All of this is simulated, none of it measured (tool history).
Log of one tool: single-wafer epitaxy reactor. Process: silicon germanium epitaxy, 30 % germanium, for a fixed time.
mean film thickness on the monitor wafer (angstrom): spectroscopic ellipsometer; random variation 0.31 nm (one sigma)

run    day  wafer temperature setpoint (pyrometer-controlled) (K)  chamber pressure (mTorr)  mean film thickness on the monitor wafer (angstrom)
  1      0                                                 863.15                     24300                                               533.77
  2  0.275                                                 863.15                     22800                                               514.56
  3  0.412                                                 863.15                     20200                                               485.04
  4  0.721                                                 871.15                     20200                                               550.93
  5  1.071                                                 871.15                     22500                                               580.33
  6  1.238                                                 871.15                     19300                                               537.45
  7   1.45                                                 873.15                     19400                                               562.48

Forecast run 8:
  8  1.712                                                 874.15                     19400                                                    ?

mean film thickness on the monitor wafer (angstrom): 566.89
